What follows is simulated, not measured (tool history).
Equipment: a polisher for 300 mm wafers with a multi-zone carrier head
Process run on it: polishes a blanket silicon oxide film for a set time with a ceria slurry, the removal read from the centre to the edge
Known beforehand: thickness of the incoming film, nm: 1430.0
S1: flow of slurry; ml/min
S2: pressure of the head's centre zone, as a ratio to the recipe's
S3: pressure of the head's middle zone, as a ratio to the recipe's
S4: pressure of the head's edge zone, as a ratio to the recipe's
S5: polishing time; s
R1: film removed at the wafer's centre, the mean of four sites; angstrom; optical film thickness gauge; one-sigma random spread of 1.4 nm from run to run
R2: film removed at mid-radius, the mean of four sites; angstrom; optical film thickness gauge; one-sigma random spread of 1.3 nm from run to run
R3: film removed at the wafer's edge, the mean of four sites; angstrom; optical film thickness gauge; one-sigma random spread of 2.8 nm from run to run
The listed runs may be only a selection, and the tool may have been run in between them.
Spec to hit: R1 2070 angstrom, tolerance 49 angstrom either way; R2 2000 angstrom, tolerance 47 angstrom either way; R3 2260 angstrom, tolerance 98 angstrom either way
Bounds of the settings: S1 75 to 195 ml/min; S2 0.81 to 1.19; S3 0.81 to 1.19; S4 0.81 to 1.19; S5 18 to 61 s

| run | hour | S1 | S2 | S3 | S4 | S5 | R1 | R2 | R3 |
|---|---|---|---|---|---|---|---|---|---|
| 1 | 0 | 125 | 1 | 1 | 1 | 39 | 1559.8 | 1561.5 | 1556.8 |
| 2 | 8.7 | 125 | 1 | 1 | 0.94 | 39 | 1544.3 | 1577.9 | 1493.4 |
| 3 | 16.4 | 140 | 1 | 1 | 0.94 | 39 | 1568.7 | 1611.5 | 1550.7 |
| 4 | 22.8 | 140 | 1 | 1 | 0.94 | 31 | 1235.1 | 1273.6 | 1220.2 |
| 5 | 30.2 | 160 | 1 | 1 | 0.94 | 31 | 1302.2 | 1311.6 | 1259.6 |
| 6 | 33.1 | 160 | 1 | 1 | 0.94 | 41 | 1730.6 | 1744.7 | 1640.4 |
| 7 | 39.1 | 155 | 0.99 | 0.99 | 1.02 | 43 | 1787.6 | 1771.3 | 1759 |
| 8 | 46.1 | 145 | 0.98 | 0.98 | 1.07 | 46 | 1839.9 | 1896.2 | 1927.4 |
| 9 | 50.9 | 150 | 0.98 | 0.96 | 1.11 | 47 | 1897.5 | 1893.6 | 1996.4 |
| 10 | 51.7 | 155 | 0.98 | 0.95 | 1.14 | 48 | 1955.5 | 1945.1 | 2093.7 |
| 11 | 52.8 | 160 | 0.98 | 0.94 | 1.16 | 49 | 1998.8 | 1974.5 | 2170.1 |
| 12 | 60.7 | 165 | 0.98 | 0.93 | 1.17 | 49 | 2020.8 | 1948.4 | 2197.4 |

4 candidate next runs follow, results not yet known. Just one meets every target within its allowed miss. Identify it.
| A | 68.6 | 155 | 0.97 | 0.9 | 1.16 | 52 | ? | ? | ? |
| B | 68.6 | 155 | 0.89 | 0.81 | 1.19 | 56 | ? | ? | ? |
| C | 68.6 | 195 | 1.09 | 1.04 | 1.09 | 47 | ? | ? | ? |
| D | 68.6 | 195 | 0.97 | 0.84 | 1.16 | 49 | ? | ? | ? |

| move | R1 | R2 | R3 |
|---|---|---|---|
| A | 2096.7 | 1976.5 | 2273.6 |
| B | 2076.4 | 1952.7 | 2476.4 |
| C | 2217.3 | 2094.4 | 2058.8 |
| D | 2061.6 | 1827.8 | 2204.6 |
A: all results in spec
B: the biggest miss grows against the last run
C: carries the result that was furthest off beyond its target, to the other side
D: the biggest miss grows against the last run
So the answer is move A, the one that meets all the targets.
